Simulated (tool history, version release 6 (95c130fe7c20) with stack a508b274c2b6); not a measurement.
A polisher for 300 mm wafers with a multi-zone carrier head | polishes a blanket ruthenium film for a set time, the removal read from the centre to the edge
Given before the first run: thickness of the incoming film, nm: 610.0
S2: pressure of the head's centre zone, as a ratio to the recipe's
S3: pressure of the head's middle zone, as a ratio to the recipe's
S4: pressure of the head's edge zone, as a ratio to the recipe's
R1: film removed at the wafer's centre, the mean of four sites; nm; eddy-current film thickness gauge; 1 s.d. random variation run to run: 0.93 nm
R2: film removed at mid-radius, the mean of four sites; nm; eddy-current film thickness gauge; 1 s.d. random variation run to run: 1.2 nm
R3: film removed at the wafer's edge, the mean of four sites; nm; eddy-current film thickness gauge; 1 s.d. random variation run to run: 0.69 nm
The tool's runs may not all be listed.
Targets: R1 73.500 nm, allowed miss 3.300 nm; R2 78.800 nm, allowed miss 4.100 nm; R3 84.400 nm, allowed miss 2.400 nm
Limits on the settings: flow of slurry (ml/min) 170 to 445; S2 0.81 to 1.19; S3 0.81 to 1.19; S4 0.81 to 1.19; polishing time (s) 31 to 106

Run 1, day 0.000: flow of slurry (ml/min) 285, S2 1.00, S3 1.00, S4 1.00, polishing time (s) 68. Result: R1 70.679 nm, R2 70.362 nm, R3 70.384 nm.
Run 2, day 0.162: flow of slurry (ml/min) 285, S2 1.00, S3 1.00, S4 1.05, polishing time (s) 68. Result: R1 72.087 nm, R2 70.183 nm, R3 72.571 nm.
Run 3, day 0.483: flow of slurry (ml/min) 285, S2 0.98, S3 1.01, S4 1.07, polishing time (s) 69. Result: R1 71.231 nm, R2 70.998 nm, R3 75.062 nm.
Run 4, day 0.654: flow of slurry (ml/min) 285, S2 0.98, S3 1.01, S4 1.07, polishing time (s) 58. Result: R1 61.118 nm, R2 57.940 nm, R3 63.053 nm.
Run 5, day 0.992: flow of slurry (ml/min) 285, S2 0.97, S3 1.02, S4 1.09, polishing time (s) 61. Result: R1 61.688 nm, R2 63.306 nm, R3 66.791 nm.
Run 6, day 1.246: flow of slurry (ml/min) 285, S2 0.97, S3 0.96, S4 1.09, polishing time (s) 61. Result: R1 62.884 nm, R2 60.425 nm, R3 65.999 nm.
Run 7, day 1.542: flow of slurry (ml/min) 290, S2 0.97, S3 0.98, S4 1.11, polishing time (s) 63. Result: R1 65.307 nm, R2 63.889 nm, R3 70.076 nm.
Run 8, day 1.858: flow of slurry (ml/min) 300, S2 0.97, S3 1.00, S4 1.12, polishing time (s) 64. Result: R1 64.526 nm, R2 67.543 nm, R3 71.180 nm.
Run 9, day 2.054: flow of slurry (ml/min) 315, S2 0.98, S3 1.00, S4 1.19, polishing time (s) 75. Result: R1 79.194 nm, R2 77.026 nm, R3 85.413 nm.
Run 10, day 2.121: flow of slurry (ml/min) 315, S2 0.97, S3 1.01, S4 1.19, polishing time (s) 75. Result: R1 76.744 nm, R2 78.345 nm, R3 86.786 nm.
Run 11, day 2.267: flow of slurry (ml/min) 315, S2 0.97, S3 1.01, S4 1.18, polishing time (s) 75. Result: R1 78.203 nm, R2 81.153 nm, R3 85.480 nm.
Run 12, day 2.588: flow of slurry (ml/min) 310, S2 0.96, S3 1.01, S4 1.18, polishing time (s) 75. Result: R1 77.879 nm, R2 79.807 nm, R3 85.490 nm.

Which single option among these 4 for the next run brings every result within its allowed miss of target? Just one does.
Run A, day 2.908: flow of slurry (ml/min) 350, S2 0.97, S3 0.99, S4 1.17, polishing time (s) 77. Result: R1 ?, R2 ?, R3 ?.
Run B, day 2.908: flow of slurry (ml/min) 320, S2 1.06, S3 0.95, S4 1.13, polishing time (s) 76. Result: R1 ?, R2 ?, R3 ?.
Run C, day 2.908: flow of slurry (ml/min) 400, S2 0.92, S3 1.01, S4 1.14, polishing time (s) 74. Result: R1 ?, R2 ?, R3 ?.
Run D, day 2.908: flow of slurry (ml/min) 230, S2 0.88, S3 1.07, S4 1.19, polishing time (s) 79. Result: R1 ?, R2 ?, R3 ?.

move      R1      R2      R3
   A  80.184  80.709  87.639
   B  85.727  76.276  84.463
   C  73.953  79.780  83.783
   D  70.762  84.342  87.387
A: further off than the last run
B: further off than the last run
C: hits every target within its allowed miss
D: the worst result of the last run now meets its target, but another is out of spec
Correct choice: C, which meets every target
